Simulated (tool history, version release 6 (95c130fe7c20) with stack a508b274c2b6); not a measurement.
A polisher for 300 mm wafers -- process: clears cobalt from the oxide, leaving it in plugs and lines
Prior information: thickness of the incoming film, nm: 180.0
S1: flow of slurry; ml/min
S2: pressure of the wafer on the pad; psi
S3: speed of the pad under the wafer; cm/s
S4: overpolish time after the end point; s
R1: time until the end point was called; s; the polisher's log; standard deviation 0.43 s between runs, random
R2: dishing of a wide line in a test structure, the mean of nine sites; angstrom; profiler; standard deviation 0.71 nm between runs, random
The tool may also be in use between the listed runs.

run	hour	S1	S2	S3	S4	R1	R2
1	0.0	235	1.7	116	26	43.030	649.77
2	1.8	235	1.7	92	26	54.778	538.42
3	10.7	235	1.7	102	26	49.690	602.07
4	14.0	235	1.7	102	24	50.012	566.50
5	22.7	235	1.7	74	24	67.030	452.71
6	30.9	235	1.4	74	24	80.858	384.32
7	39.8	235	1.5	74	22	75.849	399.30
8	45.2	250	2.0	88	9	49.101	266.19
9	50.7	245	2.0	88	10	48.974	298.23
10	53.0	245	2.0	88	10	48.901	301.11
11	55.3	240	2.0	88	11	49.313	305.32
12	61.6	240	2.0	88	24	48.938	570.23
13	70.3	240	2.0	88	23	48.595	554.48
14	72.2	240	2.0	88	22	49.434	531.85
15	79.7	240	2.0	88	21	48.797	529.53
16	83.5	245	2.0	88	20	48.653	511.03
17	84.8	240	2.0	88	20	48.881	506.46
18	86.4	230	2.0	88	8	49.727	242.07

Expected results for the next run?
19	90.4	275	1.9	88	18	?	?

R1: 51.008 s
R2: 454.38 angstrom
